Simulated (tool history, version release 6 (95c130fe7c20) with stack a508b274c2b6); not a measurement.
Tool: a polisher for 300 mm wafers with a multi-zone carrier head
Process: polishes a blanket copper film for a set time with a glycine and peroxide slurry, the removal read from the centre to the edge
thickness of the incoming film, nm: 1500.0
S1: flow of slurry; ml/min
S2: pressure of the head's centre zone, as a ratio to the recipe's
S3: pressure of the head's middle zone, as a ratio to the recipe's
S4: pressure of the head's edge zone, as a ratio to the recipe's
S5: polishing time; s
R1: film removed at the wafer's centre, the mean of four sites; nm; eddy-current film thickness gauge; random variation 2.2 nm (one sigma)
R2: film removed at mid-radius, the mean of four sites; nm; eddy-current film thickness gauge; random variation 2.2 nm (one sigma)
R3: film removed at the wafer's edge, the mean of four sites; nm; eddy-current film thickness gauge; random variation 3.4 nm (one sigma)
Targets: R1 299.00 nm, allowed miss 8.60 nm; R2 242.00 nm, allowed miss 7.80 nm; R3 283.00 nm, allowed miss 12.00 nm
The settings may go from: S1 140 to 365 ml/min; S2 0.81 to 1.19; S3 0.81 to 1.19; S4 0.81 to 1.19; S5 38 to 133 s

{"run": 1, "hour": 0.0, "S1": 235, "S2": 1.0, "S3": 1.0, "S4": 1.0, "S5": 85, "R1": 439.48, "R2": 427.49, "R3": 437.82}
{"run": 2, "hour": 6.9, "S1": 225, "S2": 1.01, "S3": 0.95, "S4": 0.98, "S5": 76, "R1": 391.18, "R2": 372.18, "R3": 380.34}
{"run": 3, "hour": 9.1, "S1": 195, "S2": 1.01, "S3": 0.95, "S4": 0.98, "S5": 76, "R1": 382.28, "R2": 367.93, "R3": 377.7}
{"run": 4, "hour": 14.7, "S1": 195, "S2": 1.01, "S3": 0.95, "S4": 0.98, "S5": 91, "R1": 453.77, "R2": 442.66, "R3": 445.27}
{"run": 5, "hour": 15.3, "S1": 195, "S2": 1.01, "S3": 0.99, "S4": 0.98, "S5": 91, "R1": 458.54, "R2": 449.77, "R3": 453.23}
{"run": 6, "hour": 20.5, "S1": 195, "S2": 1.01, "S3": 0.99, "S4": 0.91, "S5": 91, "R1": 457.67, "R2": 442.74, "R3": 439.43}
{"run": 7, "hour": 29.4, "S1": 240, "S2": 1.02, "S3": 0.94, "S4": 0.96, "S5": 78, "R1": 409.64, "R2": 386.43, "R3": 391.74}
{"run": 8, "hour": 33.4, "S1": 235, "S2": 1.05, "S3": 0.91, "S4": 1.02, "S5": 69, "R1": 371.32, "R2": 334.98, "R3": 352.23}
{"run": 9, "hour": 40.4, "S1": 230, "S2": 1.07, "S3": 0.88, "S4": 1.06, "S5": 64, "R1": 351.0, "R2": 299.06, "R3": 336.71}
{"run": 10, "hour": 44.1, "S1": 220, "S2": 1.07, "S3": 0.86, "S4": 1.06, "S5": 61, "R1": 333.59, "R2": 280.54, "R3": 315.25}
{"run": 11, "hour": 44.9, "S1": 205, "S2": 1.07, "S3": 0.85, "S4": 1.06, "S5": 60, "R1": 324.08, "R2": 268.2, "R3": 305.69}
{"run": 12, "hour": 46.8, "S1": 150, "S2": 1.05, "S3": 0.81, "S4": 1.01, "S5": 58, "R1": 286.6, "R2": 235.65, "R3": 278.45}
{"run": 13, "hour": 55.1, "S1": 155, "S2": 1.05, "S3": 0.81, "S4": 1.01, "S5": 58, "R1": 284.08, "R2": 236.58, "R3": 278.3}

Which of these 4 next moves meets every target?
{"run": "A", "hour": 63.4, "S1": 150, "S2": 1.05, "S3": 0.93, "S4": 0.97, "S5": 55, "R1": "?", "R2": "?", "R3": "?"}
{"run": "B", "hour": 63.4, "S1": 145, "S2": 1.04, "S3": 0.9, "S4": 0.99, "S5": 57, "R1": "?", "R2": "?", "R3": "?"}
{"run": "C", "hour": 63.4, "S1": 175, "S2": 1.14, "S3": 0.89, "S4": 1.13, "S5": 54, "R1": "?", "R2": "?", "R3": "?"}
{"run": "D", "hour": 63.4, "S1": 200, "S2": 1.02, "S3": 0.81, "S4": 0.99, "S5": 55, "R1": "?", "R2": "?", "R3": "?"}

move=A R1=270.07 R2=246.26 R3=262.17
move=B R1=274.73 R2=247.42 R3=272.89
move=C R1=297.92 R2=242.13 R3=284.33
move=D R1=279.61 R2=237.01 R3=276.20
A: further off than the last run
B: further off than the last run
C: meets every target
D: further off than the last run
Answer: C

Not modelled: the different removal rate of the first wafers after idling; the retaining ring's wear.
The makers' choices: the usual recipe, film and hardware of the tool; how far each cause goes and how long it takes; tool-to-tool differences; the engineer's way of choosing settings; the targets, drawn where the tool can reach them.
